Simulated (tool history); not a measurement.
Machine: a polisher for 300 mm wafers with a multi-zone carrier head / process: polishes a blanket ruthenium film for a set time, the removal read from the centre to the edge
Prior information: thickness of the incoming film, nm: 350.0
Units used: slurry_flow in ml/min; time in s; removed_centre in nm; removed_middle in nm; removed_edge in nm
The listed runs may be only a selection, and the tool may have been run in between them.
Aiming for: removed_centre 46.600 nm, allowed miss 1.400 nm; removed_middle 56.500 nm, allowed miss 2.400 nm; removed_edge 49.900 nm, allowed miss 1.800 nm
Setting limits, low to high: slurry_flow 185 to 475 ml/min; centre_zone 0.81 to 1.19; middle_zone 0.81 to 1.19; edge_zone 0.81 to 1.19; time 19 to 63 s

run,hour,slurry_flow,centre_zone,middle_zone,edge_zone,time,removed_centre,removed_middle,removed_edge
1,0.0,305,1.00,1.00,1.00,41,55.535,59.112,58.665
2,8.9,305,1.00,1.00,0.97,41,55.976,58.757,59.667
3,13.5,305,1.00,1.00,0.97,32,42.381,45.945,46.359
4,17.8,310,1.00,1.03,0.98,32,42.892,46.960,46.108
5,21.5,310,1.00,1.03,0.94,32,43.359,46.132,46.062
6,27.3,310,1.00,0.95,0.94,32,43.162,43.481,45.394
7,32.1,315,1.01,1.00,0.95,32,43.692,46.359,45.291
8,32.8,320,1.01,1.03,0.96,32,43.883,47.786,45.998
9,37.1,325,1.01,1.05,0.97,32,44.022,47.614,46.606
10,45.1,310,1.01,1.08,0.98,32,44.518,48.428,46.376
11,46.5,330,1.00,1.10,0.99,32,43.248,50.309,45.842
12,50.2,330,1.00,1.11,1.00,33,44.813,52.518,48.400
13,50.8,335,1.00,1.12,1.01,33,45.579,51.566,48.472
14,53.8,335,0.99,1.13,1.00,33,44.355,52.925,48.436
15,62.6,340,0.99,1.14,1.00,33,44.641,53.068,48.339
16,65.9,345,0.99,1.15,1.01,33,44.356,53.765,47.928
17,67.1,345,0.99,1.16,1.02,33,44.948,53.451,49.128
18,73.2,345,0.99,1.16,1.02,33,45.260,53.772,49.000

Which of these 4 next moves meets every target?
A,79.3,295,0.98,1.08,1.07,33,?,?,?
B,79.3,375,1.01,1.11,1.04,36,?,?,?
C,79.3,280,0.93,1.01,1.14,35,?,?,?
D,79.3,355,0.98,1.14,0.95,35,?,?,?

move,removed_centre,removed_middle,removed_edge
A,43.196,49.999,49.891
B,49.630,56.879,54.440
C,43.196,49.940,54.498
D,46.597,56.337,50.491
A: lands further from the targets than the last run did
B: corrects the largest miss of the last run, while another result sits out of spec
C: lands further from the targets than the last run did
D: every result lands within tolerance
Correct choice: D, which meets every target
